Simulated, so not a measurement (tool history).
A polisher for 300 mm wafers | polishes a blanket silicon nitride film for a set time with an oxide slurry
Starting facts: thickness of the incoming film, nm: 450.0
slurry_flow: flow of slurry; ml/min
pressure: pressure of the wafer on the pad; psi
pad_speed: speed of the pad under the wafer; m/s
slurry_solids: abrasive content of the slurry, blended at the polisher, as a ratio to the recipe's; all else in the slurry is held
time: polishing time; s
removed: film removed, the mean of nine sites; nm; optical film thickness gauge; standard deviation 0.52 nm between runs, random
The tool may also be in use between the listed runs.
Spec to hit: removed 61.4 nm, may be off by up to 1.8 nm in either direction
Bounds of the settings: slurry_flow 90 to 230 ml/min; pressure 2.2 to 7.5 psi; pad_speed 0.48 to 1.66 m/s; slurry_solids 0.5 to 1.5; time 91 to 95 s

| run | day | slurry_flow | pressure | pad_speed | slurry_solids | time | removed |
|---|---|---|---|---|---|---|---|
| 1 | 0 | 150 | 4.8 | 1.06 | 1 | 91 | 85.011 |
| 2 | 0.271 | 150 | 4.8 | 1.06 | 1.1 | 91 | 88.535 |
| 3 | 0.367 | 150 | 4.8 | 1.06 | 1.1 | 95 | 91.738 |
| 4 | 0.567 | 145 | 4.6 | 1.06 | 1.1 | 95 | 88.765 |
| 5 | 0.612 | 145 | 4.4 | 1.06 | 1.1 | 95 | 86.303 |
| 6 | 0.7 | 145 | 4.2 | 1.06 | 1.1 | 95 | 82.918 |
| 7 | 0.971 | 145 | 4 | 1.06 | 1.1 | 95 | 81.575 |
| 8 | 1.233 | 145 | 3.8 | 1.06 | 1.1 | 95 | 78.703 |
| 9 | 1.471 | 140 | 3.6 | 1.06 | 1.1 | 95 | 74.907 |
| 10 | 1.675 | 135 | 3.5 | 1.06 | 1.1 | 95 | 72.892 |
| 11 | 1.896 | 130 | 3.4 | 1.06 | 1.1 | 95 | 70.75 |
| 12 | 2.175 | 125 | 3.3 | 1.06 | 1.1 | 95 | 69.493 |
| 13 | 2.529 | 125 | 3.2 | 1.06 | 1.1 | 95 | 68.932 |
| 14 | 2.833 | 125 | 3.1 | 1.06 | 1.1 | 95 | 67.536 |
| 15 | 2.954 | 125 | 3 | 1.06 | 1.1 | 95 | 65.479 |

Which one of the following 4 next-run settings gets every result inside its allowed miss? There is exactly one.
| A | 3.075 | 110 | 2.2 | 1.28 | 1.1 | 95 | ? |
| B | 3.075 | 125 | 3.2 | 1.02 | 1.15 | 94 | ? |
| C | 3.075 | 175 | 3 | 0.86 | 1.05 | 93 | ? |
| D | 3.075 | 110 | 2.8 | 1.02 | 1.05 | 94 | ? |

| move | removed |
|---|---|
| A | 62.592 |
| B | 67.557 |
| C | 57.526 |
| D | 57.972 |
A: each result inside its tolerance
B: lands further from the targets than the last run did
C: pushes the last run's worst result past its target
D: pushes the last run's worst result past its target
The move that meets every target is A.
